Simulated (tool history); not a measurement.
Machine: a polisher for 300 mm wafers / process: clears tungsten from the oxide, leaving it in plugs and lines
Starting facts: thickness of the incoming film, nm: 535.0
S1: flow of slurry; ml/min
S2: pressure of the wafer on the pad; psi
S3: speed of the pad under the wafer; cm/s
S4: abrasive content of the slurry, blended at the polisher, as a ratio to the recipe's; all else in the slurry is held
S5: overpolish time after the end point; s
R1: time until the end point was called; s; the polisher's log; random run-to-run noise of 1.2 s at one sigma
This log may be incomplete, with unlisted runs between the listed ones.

run	day	S1	S2	S3	S4	S5	R1
1	0.000	175	4.7	86	1.0	5	136.420
2	0.204	175	5.3	88	1.0	5	120.680
3	0.292	175	5.3	80	1.0	5	131.470
4	0.612	175	5.9	82	1.0	5	113.560
5	0.938	175	5.9	82	1.0	5	110.280
6	1.288	175	6.2	82	1.0	5	105.840
7	1.642	175	6.5	82	1.0	5	101.190

What does the tool deliver on the next run?
8	1.725	175	6.7	84	1.0	5	?

Run 8 gave R1 99.343 s.

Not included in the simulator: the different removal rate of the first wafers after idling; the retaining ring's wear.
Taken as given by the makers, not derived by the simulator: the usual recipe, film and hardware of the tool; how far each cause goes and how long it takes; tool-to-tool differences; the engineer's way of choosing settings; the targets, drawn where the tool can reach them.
